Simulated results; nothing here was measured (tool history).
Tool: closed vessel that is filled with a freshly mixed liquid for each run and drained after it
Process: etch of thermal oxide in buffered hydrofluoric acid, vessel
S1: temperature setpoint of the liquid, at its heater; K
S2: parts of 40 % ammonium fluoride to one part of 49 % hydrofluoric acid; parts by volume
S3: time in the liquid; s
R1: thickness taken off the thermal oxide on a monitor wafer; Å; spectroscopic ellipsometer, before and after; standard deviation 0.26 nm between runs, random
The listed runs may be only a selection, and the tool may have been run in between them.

run  hour      S1    S2  S3      R1
  1   0.0  294.15   9.5  90  898.10
  2   0.9  293.15  10.0  90  822.37
  3   4.8  293.15  10.0  95  858.31
  4   7.4  293.15  10.0  90  826.11
  5  16.2  293.15  11.0  90  746.82
  6  18.4  292.65  11.5  90  695.07
  7  22.3  292.15  12.0  90  646.34
  8  31.1  291.65  12.5  90  610.78
  9  39.8  291.15  12.5  90  593.27
 10  45.1  291.15  12.5  90  587.50

Predict the results of run 11:
 11  46.7  290.65  13.0  90   ?

R1: 553.85 Å
